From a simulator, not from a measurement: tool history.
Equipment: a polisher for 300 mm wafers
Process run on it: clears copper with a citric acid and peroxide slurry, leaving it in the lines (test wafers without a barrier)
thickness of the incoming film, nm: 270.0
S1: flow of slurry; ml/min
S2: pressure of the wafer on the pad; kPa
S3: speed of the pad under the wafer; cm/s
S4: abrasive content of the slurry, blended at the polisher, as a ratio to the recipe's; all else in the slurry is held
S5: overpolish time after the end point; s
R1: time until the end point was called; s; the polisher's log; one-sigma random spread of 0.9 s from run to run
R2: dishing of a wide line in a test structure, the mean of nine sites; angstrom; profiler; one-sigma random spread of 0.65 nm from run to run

Run 1, hour 0.0: S1 150 ml/min, S2 29.0 kPa, S3 118 cm/s, S4 1.00, S5 14 s. Result: R1 85.039 s, R2 307.81 angstrom.
Run 2, hour 3.0: S1 150 ml/min, S2 29.0 kPa, S3 130 cm/s, S4 1.00, S5 14 s. Result: R1 75.592 s, R2 339.92 angstrom.
Run 3, hour 7.7: S1 150 ml/min, S2 29.0 kPa, S3 130 cm/s, S4 1.10, S5 14 s. Result: R1 75.193 s, R2 327.47 angstrom.
Run 4, hour 14.3: S1 150 ml/min, S2 29.0 kPa, S3 130 cm/s, S4 1.05, S5 15 s. Result: R1 76.858 s, R2 351.22 angstrom.
Run 5, hour 19.9: S1 150 ml/min, S2 29.0 kPa, S3 130 cm/s, S4 1.05, S5 9 s. Result: R1 76.720 s, R2 241.71 angstrom.
Run 6, hour 25.5: S1 150 ml/min, S2 29.0 kPa, S3 130 cm/s, S4 0.95, S5 9 s. Result: R1 76.584 s, R2 235.33 angstrom.
Run 7, hour 29.3: S1 150 ml/min, S2 29.0 kPa, S3 130 cm/s, S4 0.95, S5 11 s. Result: R1 75.844 s, R2 272.20 angstrom.
Run 8, hour 35.4: S1 135 ml/min, S2 29.6 kPa, S3 130 cm/s, S4 0.95, S5 17 s. Result: R1 75.296 s, R2 386.56 angstrom.

What will run 9 give?
Run 9, hour 38.7: S1 140 ml/min, S2 29.6 kPa, S3 130 cm/s, S4 0.95, S5 17 s. Result: R1 ?, R2 ?.

For run 9 the tool returned R1 75.770 s, R2 375.94 angstrom.

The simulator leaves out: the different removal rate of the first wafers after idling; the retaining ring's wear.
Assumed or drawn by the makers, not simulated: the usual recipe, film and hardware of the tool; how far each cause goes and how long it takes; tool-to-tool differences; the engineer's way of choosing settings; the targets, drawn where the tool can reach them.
